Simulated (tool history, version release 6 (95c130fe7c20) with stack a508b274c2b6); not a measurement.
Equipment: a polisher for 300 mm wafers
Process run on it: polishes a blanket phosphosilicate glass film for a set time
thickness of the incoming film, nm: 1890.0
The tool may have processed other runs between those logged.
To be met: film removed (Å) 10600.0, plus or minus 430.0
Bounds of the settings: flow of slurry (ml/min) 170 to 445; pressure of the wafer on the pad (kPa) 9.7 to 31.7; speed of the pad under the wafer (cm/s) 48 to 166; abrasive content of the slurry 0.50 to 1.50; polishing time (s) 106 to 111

run	hour	flow of slurry (ml/min)	pressure of the wafer on the pad (kPa)	speed of the pad under the wafer (cm/s)	abrasive content of the slurry	polishing time (s)	film removed (Å)
1	0.0	285	20.7	106	1.00	106	7433.0
2	4.5	285	20.7	106	1.00	106	7349.2
3	8.7	285	20.7	94	1.00	106	6709.9
4	11.9	285	21.4	94	1.00	106	6849.9
5	12.8	285	22.1	94	1.00	106	7133.4
6	18.6	285	22.8	94	1.00	106	7194.8
7	24.8	285	23.4	94	1.00	106	7486.9
8	32.2	285	24.1	94	1.00	106	7533.4
9	38.0	285	24.8	96	1.00	106	7991.9
10	39.3	285	25.5	96	1.00	106	7982.8
11	44.7	285	31.0	102	1.00	106	9714.5

5 next moves are on the table. One of them brings every result within its allowed miss. Which?
A	50.1	250	29.6	110	0.85	106	?
B	50.1	375	31.0	86	1.10	108	?
C	50.1	300	31.0	104	0.85	109	?
D	50.1	275	24.1	106	1.20	106	?
E	50.1	275	31.7	98	1.05	111	?

move	film removed (Å)
A	8863.5
B	9482.2
C	9215.8
D	9225.7
E	10417.0
A: its largest miss is bigger than the last run's
B: its largest miss is bigger than the last run's
C: its largest miss is bigger than the last run's
D: its largest miss is bigger than the last run's
E: every result lands within tolerance
Go with E: it meets all targets.
